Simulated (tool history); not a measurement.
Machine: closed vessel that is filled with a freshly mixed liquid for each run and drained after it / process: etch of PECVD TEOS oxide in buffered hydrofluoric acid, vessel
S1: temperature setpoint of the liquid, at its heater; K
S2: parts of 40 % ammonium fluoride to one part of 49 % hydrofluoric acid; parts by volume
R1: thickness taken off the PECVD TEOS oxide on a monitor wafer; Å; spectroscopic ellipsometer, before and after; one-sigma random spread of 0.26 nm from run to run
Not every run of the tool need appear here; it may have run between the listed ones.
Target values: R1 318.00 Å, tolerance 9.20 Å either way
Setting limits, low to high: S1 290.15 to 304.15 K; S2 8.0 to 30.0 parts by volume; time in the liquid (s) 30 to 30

Run 1, hour 0.0: S1 296.15 K, S2 21.5 parts by volume, time in the liquid (s) 30. Result: R1 208.92 Å.
Run 2, hour 1.9: S1 297.65 K, S2 21.5 parts by volume, time in the liquid (s) 30. Result: R1 224.79 Å.
Run 3, hour 8.5: S1 297.65 K, S2 16.0 parts by volume, time in the liquid (s) 30. Result: R1 300.51 Å.
Run 4, hour 9.1: S1 297.65 K, S2 16.0 parts by volume, time in the liquid (s) 30. Result: R1 300.81 Å.
Run 5, hour 10.7: S1 297.65 K, S2 10.5 parts by volume, time in the liquid (s) 30. Result: R1 451.98 Å.
Run 6, hour 12.9: S1 297.65 K, S2 8.0 parts by volume, time in the liquid (s) 30. Result: R1 562.98 Å.
Run 7, hour 21.2: S1 293.65 K, S2 11.0 parts by volume, time in the liquid (s) 30. Result: R1 345.56 Å.
Run 8, hour 29.7: S1 293.15 K, S2 11.0 parts by volume, time in the liquid (s) 30. Result: R1 333.74 Å.

Of the 4 settings listed for the next run, only one would bring every result within its allowed miss of target. Which one?
Run A, hour 38.2: S1 290.65 K, S2 10.0 parts by volume, time in the liquid (s) 30. Result: R1 ?.
Run B, hour 38.2: S1 294.65 K, S2 11.5 parts by volume, time in the liquid (s) 30. Result: R1 ?.
Run C, hour 38.2: S1 290.65 K, S2 8.5 parts by volume, time in the liquid (s) 30. Result: R1 ?.
Run D, hour 38.2: S1 291.65 K, S2 9.0 parts by volume, time in the liquid (s) 30. Result: R1 ?.

move      R1
   A  319.29
   B  348.82
   C  363.08
   D  361.12
A: in spec on every target
B: lands further from the targets than the last run did
C: lands further from the targets than the last run did
D: lands further from the targets than the last run did
The move that meets every target is A.
